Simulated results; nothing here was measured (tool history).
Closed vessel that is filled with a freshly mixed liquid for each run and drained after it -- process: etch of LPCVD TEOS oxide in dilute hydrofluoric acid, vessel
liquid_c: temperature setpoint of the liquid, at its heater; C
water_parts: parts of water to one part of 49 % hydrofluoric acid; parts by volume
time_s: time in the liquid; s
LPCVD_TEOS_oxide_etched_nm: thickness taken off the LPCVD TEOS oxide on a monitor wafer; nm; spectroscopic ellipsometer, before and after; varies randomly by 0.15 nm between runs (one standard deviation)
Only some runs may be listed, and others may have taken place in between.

run,hour,liquid_c,water_parts,time_s,LPCVD_TEOS_oxide_etched_nm
1,0,23,220,420,30.07
2,4.7,23,270,420,23.302
3,13.3,21.5,270,420,22.174
4,15.4,20,270,420,20.927
5,21.2,20,210,420,28.436
6,30.2,20.5,210,420,29.1

Predict the results of run 7:
7,31.6,21,210,420,?

Run 7 produced LPCVD_TEOS_oxide_etched_nm 29.683 nm.
